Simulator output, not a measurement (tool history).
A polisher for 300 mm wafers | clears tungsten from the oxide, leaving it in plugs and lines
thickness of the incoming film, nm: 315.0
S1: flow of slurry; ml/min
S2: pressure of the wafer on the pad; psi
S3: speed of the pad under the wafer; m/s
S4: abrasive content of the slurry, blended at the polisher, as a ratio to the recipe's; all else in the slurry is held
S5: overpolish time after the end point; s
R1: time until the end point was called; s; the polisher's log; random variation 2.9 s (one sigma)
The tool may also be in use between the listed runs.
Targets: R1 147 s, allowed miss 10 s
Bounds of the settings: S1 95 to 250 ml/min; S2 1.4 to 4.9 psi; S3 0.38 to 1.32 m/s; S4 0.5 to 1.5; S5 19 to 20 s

| run | hour | S1 | S2 | S3 | S4 | S5 | R1 |
|---|---|---|---|---|---|---|---|
| 1 | 0 | 160 | 3.1 | 0.84 | 1 | 19 | 78.23 |
| 2 | 2.8 | 160 | 3.1 | 0.64 | 1 | 19 | 104.75 |
| 3 | 11 | 160 | 3.1 | 0.64 | 0.8 | 19 | 109.95 |
| 4 | 18.1 | 200 | 3.1 | 0.64 | 0.8 | 19 | 108.01 |
| 5 | 23.4 | 200 | 3 | 0.64 | 0.8 | 19 | 104.91 |
| 6 | 27.8 | 200 | 2.9 | 0.64 | 0.8 | 19 | 116.63 |
| 7 | 35.4 | 200 | 2.8 | 0.64 | 0.8 | 19 | 112.99 |
| 8 | 39 | 200 | 2.7 | 0.64 | 0.8 | 19 | 114.18 |
| 9 | 44 | 200 | 1.8 | 0.6 | 0.8 | 19 | 165.55 |

4 next moves are on the table. One of them brings every result within its allowed miss. Which?
| A | 49 | 185 | 2 | 0.44 | 1 | 20 | ? |
| B | 49 | 185 | 2.3 | 0.62 | 1.05 | 20 | ? |
| C | 49 | 250 | 1.9 | 0.7 | 1.15 | 19 | ? |
| D | 49 | 210 | 2 | 0.64 | 0.8 | 19 | ? |

| move | R1 |
|---|---|
| A | 193.35 |
| B | 125.55 |
| C | 119.4 |
| D | 142.45 |
A: further off than the last run
B: takes the result that was furthest off past its target
C: takes the result that was furthest off past its target
D: meets every target
Answer: D
